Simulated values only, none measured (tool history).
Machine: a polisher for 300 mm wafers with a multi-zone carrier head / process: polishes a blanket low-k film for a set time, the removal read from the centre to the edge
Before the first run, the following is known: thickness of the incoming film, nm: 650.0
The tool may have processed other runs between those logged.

| run | hour | flow of slurry (ml/min) | pressure of the head's centre zone | pressure of the head's middle zone | pressure of the head's edge zone | abrasive content of the slurry | polishing time (s) | film removed at the wafer's centre (nm) | film removed at mid-radius (nm) | film removed at the wafer's edge (nm) |
|---|---|---|---|---|---|---|---|---|---|---|
| 1 | 0.0 | 235 | 1.00 | 1.00 | 1.00 | 1.00 | 88 | 39.262 | 39.929 | 41.092 |
| 2 | 5.2 | 250 | 1.05 | 1.02 | 1.02 | 1.05 | 88 | 42.942 | 41.601 | 42.351 |
| 3 | 12.7 | 260 | 1.08 | 1.04 | 1.05 | 1.10 | 88 | 44.541 | 43.721 | 43.836 |
| 4 | 18.2 | 260 | 1.01 | 1.04 | 1.05 | 1.10 | 88 | 42.237 | 44.717 | 43.554 |
| 5 | 19.9 | 270 | 1.05 | 1.04 | 1.06 | 1.15 | 88 | 45.017 | 44.609 | 44.729 |
| 6 | 27.6 | 270 | 1.05 | 1.04 | 1.00 | 1.15 | 88 | 45.193 | 44.568 | 43.927 |
| 7 | 30.9 | 275 | 1.08 | 1.05 | 1.02 | 1.20 | 88 | 47.253 | 45.390 | 45.423 |

Predict the results of run 8:
| 8 | 39.6 | 285 | 1.10 | 1.06 | 1.02 | 1.20 | 88 | ? | ? | ? |

Run 8 produced film removed at the wafer's centre (nm) 48.754, film removed at mid-radius (nm) 46.906, film removed at the wafer's edge (nm) 45.047.

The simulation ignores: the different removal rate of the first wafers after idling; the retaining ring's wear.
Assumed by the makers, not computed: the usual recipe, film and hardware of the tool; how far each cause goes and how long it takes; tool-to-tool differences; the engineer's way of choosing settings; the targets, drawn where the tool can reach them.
